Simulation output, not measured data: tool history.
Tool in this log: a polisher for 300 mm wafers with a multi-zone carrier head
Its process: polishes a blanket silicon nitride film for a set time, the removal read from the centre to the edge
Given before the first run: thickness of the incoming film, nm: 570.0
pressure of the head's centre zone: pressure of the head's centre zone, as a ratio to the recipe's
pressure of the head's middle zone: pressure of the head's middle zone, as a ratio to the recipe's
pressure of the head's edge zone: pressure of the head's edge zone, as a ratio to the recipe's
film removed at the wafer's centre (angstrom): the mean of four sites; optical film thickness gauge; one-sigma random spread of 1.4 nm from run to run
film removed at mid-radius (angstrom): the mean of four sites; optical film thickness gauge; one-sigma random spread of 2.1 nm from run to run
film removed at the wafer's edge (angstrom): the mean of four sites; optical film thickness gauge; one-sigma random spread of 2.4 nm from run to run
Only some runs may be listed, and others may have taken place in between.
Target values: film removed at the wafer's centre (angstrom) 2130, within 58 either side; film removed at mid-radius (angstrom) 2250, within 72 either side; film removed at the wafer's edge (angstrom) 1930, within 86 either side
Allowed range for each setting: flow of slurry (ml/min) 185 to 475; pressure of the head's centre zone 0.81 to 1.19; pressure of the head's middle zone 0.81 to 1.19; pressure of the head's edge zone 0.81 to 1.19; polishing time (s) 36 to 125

run	hour	flow of slurry (ml/min)	pressure of the head's centre zone	pressure of the head's middle zone	pressure of the head's edge zone	polishing time (s)	film removed at the wafer's centre (angstrom)	film removed at mid-radius (angstrom)	film removed at the wafer's edge (angstrom)
1	0	305	1	1	1	80	1695.4	1678.8	1737.6
2	3.8	310	1.01	1.02	1	81	1748.7	1763.9	1762.8
3	4.6	310	1.01	1.02	1	89	1900	1911	1912.2
4	13.1	360	1.01	1.02	1	89	1942.9	1966.8	2000.1
5	17.3	365	1.02	1.03	0.99	89	1976.1	1952.4	1966.1
6	22.5	365	1.02	1.03	0.99	78	1722.7	1701.7	1677
7	26.4	365	1.03	1.05	0.99	79	1769.2	1778.5	1771.8
8	29.4	425	1.13	1.15	0.89	84	2131.5	2061.5	1786.1
9	37.6	425	1.12	1.15	0.9	84	2059.6	2048.4	1773.1
10	42.7	425	1.12	1.15	0.9	84	2078.9	2088.2	1751.3
11	48	425	1.12	1.15	0.91	84	2099.6	2070.7	1750.1
12	52.9	425	1.11	1.15	0.91	85	2076.9	2087.3	1837.3
13	61.6	425	1.11	1.17	0.9	87	2164.4	2197.6	1826.1
14	63.6	425	1.11	1.17	0.91	87	2123.1	2201.9	1819.5
15	65.8	425	1.11	1.17	0.92	87	2121.8	2163.1	1801.4
16	74.4	425	1.1	1.17	0.92	87	2102.3	2189.6	1836.8

Which single option among these 4 for the next run brings every result within its allowed miss of target? Just one does.
A	83	450	1.09	1.19	0.97	88	?	?	?
B	83	315	1.07	1.15	0.94	89	?	?	?
C	83	380	1.03	1.04	0.97	93	?	?	?
D	83	455	1.11	1.19	0.91	83	?	?	?

move	film removed at the wafer's centre (angstrom)	film removed at mid-radius (angstrom)	film removed at the wafer's edge (angstrom)
A	2150	2246.1	1943.7
B	2043.1	2124.3	1880.9
C	2105.1	2094.2	2032
D	2067.5	2120.5	1780.6
A: hits every target within its allowed miss
B: puts the biggest miss on target and leaves a different result outside tolerance
C: pushes the last run's worst result past its target
D: lands further from the targets than the last run did
A is the move that brings every result within its allowed miss.
